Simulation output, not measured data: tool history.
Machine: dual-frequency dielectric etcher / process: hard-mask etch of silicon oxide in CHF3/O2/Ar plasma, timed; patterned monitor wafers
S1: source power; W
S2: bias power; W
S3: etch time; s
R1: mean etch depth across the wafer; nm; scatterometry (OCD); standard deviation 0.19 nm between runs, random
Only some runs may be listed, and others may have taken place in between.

Run 1, hour 0.0: S1 760 W, S2 186 W, S3 12.5 s. Result: R1 27.302 nm.
Run 2, hour 5.0: S1 840 W, S2 193 W, S3 12.5 s. Result: R1 28.461 nm.
Run 3, hour 10.2: S1 840 W, S2 193 W, S3 12.5 s. Result: R1 28.497 nm.
Run 4, hour 18.8: S1 840 W, S2 193 W, S3 11.0 s. Result: R1 24.798 nm.
Run 5, hour 24.1: S1 840 W, S2 213 W, S3 11.0 s. Result: R1 25.754 nm.
Run 6, hour 28.2: S1 910 W, S2 226 W, S3 11.5 s. Result: R1 28.451 nm.
Run 7, hour 29.0: S1 950 W, S2 235 W, S3 11.5 s. Result: R1 29.775 nm.

Run 8 is up next; what results do you expect?
Run 8, hour 32.5: S1 1060 W, S2 246 W, S3 11.5 s. Result: R1 ?.

R1: 31.157 nm
